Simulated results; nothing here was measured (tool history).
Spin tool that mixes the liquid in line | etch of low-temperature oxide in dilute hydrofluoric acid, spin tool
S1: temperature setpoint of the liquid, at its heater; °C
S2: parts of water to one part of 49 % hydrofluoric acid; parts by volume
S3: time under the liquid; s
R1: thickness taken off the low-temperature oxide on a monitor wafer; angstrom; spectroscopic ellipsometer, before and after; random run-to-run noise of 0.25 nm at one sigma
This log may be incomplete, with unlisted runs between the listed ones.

{"run": 1, "day": 0.0, "S1": 21, "S2": 155, "S3": 90, "R1": 132.03}
{"run": 2, "day": 0.212, "S1": 21, "S2": 155, "S3": 90, "R1": 132.61}
{"run": 3, "day": 0.379, "S1": 18, "S2": 155, "S3": 90, "R1": 117.38}
{"run": 4, "day": 0.404, "S1": 20, "S2": 155, "S3": 90, "R1": 127.8}
{"run": 5, "day": 0.779, "S1": 22.5, "S2": 135, "S3": 90, "R1": 164.22}
{"run": 6, "day": 0.904, "S1": 22.5, "S2": 135, "S3": 90, "R1": 162.23}
{"run": 7, "day": 1.012, "S1": 24.5, "S2": 125, "S3": 90, "R1": 196.76}

Run 8 is up next; what results do you expect?
{"run": 8, "day": 1.308, "S1": 26, "S2": 120, "S3": 90, "R1": "?"}

R1: 214.2 angstrom

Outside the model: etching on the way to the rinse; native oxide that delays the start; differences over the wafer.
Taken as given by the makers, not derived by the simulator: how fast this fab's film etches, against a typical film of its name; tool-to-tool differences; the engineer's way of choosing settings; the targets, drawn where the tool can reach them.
